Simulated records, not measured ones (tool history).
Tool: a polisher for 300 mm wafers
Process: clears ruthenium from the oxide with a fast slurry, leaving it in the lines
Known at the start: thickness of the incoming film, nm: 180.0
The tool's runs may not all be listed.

| run | day | flow of slurry (ml/min) | pressure of the wafer on the pad (psi) | speed of the pad under the wafer (cm/s) | abrasive content of the slurry | overpolish time after the end point (s) | time until the end point was called (s) | dishing of a wide line in a test structure (angstrom) |
|---|---|---|---|---|---|---|---|---|
| 1 | 0.000 | 305 | 2.5 | 104 | 1.0 | 22 | 48.186 | 589.06 |
| 2 | 0.267 | 305 | 2.5 | 104 | 1.0 | 25 | 49.219 | 616.76 |
| 3 | 0.296 | 305 | 2.4 | 104 | 1.0 | 26 | 51.657 | 637.11 |
| 4 | 0.588 | 305 | 2.9 | 104 | 1.0 | 26 | 42.387 | 710.05 |
| 5 | 0.708 | 305 | 2.7 | 104 | 1.0 | 27 | 45.770 | 685.20 |
| 6 | 0.779 | 335 | 2.7 | 104 | 1.0 | 27 | 44.612 | 712.35 |
| 7 | 0.929 | 325 | 2.5 | 104 | 1.0 | 27 | 49.521 | 661.22 |
| 8 | 0.958 | 325 | 2.5 | 104 | 1.0 | 27 | 48.443 | 663.92 |
| 9 | 1.058 | 320 | 2.4 | 104 | 1.0 | 27 | 50.685 | 680.91 |

The next listed run, before its measurement:
| 10 | 1.192 | 320 | 2.3 | 104 | 1.0 | 27 | ? | ? |

Run 10 gave time until the end point was called (s) 52.396, dishing of a wide line in a test structure (angstrom) 650.76.
